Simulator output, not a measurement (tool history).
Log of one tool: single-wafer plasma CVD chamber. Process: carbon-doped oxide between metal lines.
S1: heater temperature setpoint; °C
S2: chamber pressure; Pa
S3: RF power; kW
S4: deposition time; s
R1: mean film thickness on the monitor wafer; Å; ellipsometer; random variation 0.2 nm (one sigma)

run,hour,S1,S2,S3,S4,R1
1,0.0,350,604,0.580,19.4,1030.90
2,8.2,356,604,0.580,19.4,1008.60
3,16.2,356,604,0.620,19.4,1076.40
4,20.9,357,593,0.610,19.4,1051.40
5,24.7,358,583,0.605,19.4,1036.70
6,33.4,358,583,0.635,19.4,1086.10
7,39.0,359,575,0.625,19.4,1062.40
8,40.5,360,564,0.615,19.4,1043.00
9,48.1,360,555,0.610,19.4,1033.80
10,51.8,360,547,0.605,19.4,1023.50
11,56.6,360,537,0.600,19.4,1012.20
12,62.5,360,527,0.595,19.4,1003.30
13,70.0,360,516,0.590,19.4,994.53
14,70.8,360,516,0.590,19.4,992.51
15,71.5,360,516,0.590,19.4,986.15
16,73.9,360,505,0.590,19.4,983.32
17,78.4,360,495,0.590,19.4,986.12
18,83.0,366,432,0.535,19.3,861.39
19,91.6,365,437,0.535,19.3,866.24
20,95.2,357,513,0.555,19.3,938.53
21,102.5,357,509,0.555,19.3,938.70

Forecast run 22:
22,103.6,357,505,0.555,19.3,?

Run 22 gave R1 936.68 Å.
